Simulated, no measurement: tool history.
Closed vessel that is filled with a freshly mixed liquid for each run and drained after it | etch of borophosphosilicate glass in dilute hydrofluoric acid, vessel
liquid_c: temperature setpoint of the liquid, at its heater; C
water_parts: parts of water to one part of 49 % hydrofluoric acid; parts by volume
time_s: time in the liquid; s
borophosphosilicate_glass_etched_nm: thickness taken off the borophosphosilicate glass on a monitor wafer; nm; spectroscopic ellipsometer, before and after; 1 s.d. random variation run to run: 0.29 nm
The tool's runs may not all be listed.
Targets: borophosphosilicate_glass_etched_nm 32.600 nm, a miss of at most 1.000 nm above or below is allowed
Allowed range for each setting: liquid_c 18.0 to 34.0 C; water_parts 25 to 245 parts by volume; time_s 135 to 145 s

run,hour,liquid_c,water_parts,time_s,borophosphosilicate_glass_etched_nm
1,0.0,26.0,135,135,43.773
2,7.9,24.0,135,135,40.139
3,9.3,23.0,135,135,38.112
4,17.7,23.0,135,145,41.176
5,23.4,23.0,135,135,38.151
6,26.9,26.0,135,135,42.359
7,30.3,24.5,135,135,40.973
8,32.5,23.5,135,135,38.546
9,35.3,22.5,135,135,37.604
10,44.0,22.5,135,135,37.389
11,52.1,21.5,135,135,36.723
# hour 56.0: hydrofluoric acid flow meter replaced
12,56.0,20.5,135,135,37.263
13,62.5,20.0,140,135,35.298
14,69.0,19.5,140,135,33.766
15,71.4,19.0,140,135,33.635

Next run, 5 choices. One meets every target within its allowed miss, the rest don't. Which?
A,73.8,18.0,150,145,?
B,73.8,18.0,155,145,?
C,73.8,22.5,170,135,?
D,73.8,26.0,205,145,?
E,73.8,18.0,135,140,?

move,borophosphosilicate_glass_etched_nm
A,32.411
B,31.211
C,31.147
D,30.406
E,35.297
A: each result inside its tolerance
B: the result that was furthest off in the last run now lies on the other side of its target
C: the result that was furthest off in the last run now lies on the other side of its target
D: the result that was furthest off in the last run now lies on the other side of its target
E: the biggest miss grows against the last run
The right move is A.

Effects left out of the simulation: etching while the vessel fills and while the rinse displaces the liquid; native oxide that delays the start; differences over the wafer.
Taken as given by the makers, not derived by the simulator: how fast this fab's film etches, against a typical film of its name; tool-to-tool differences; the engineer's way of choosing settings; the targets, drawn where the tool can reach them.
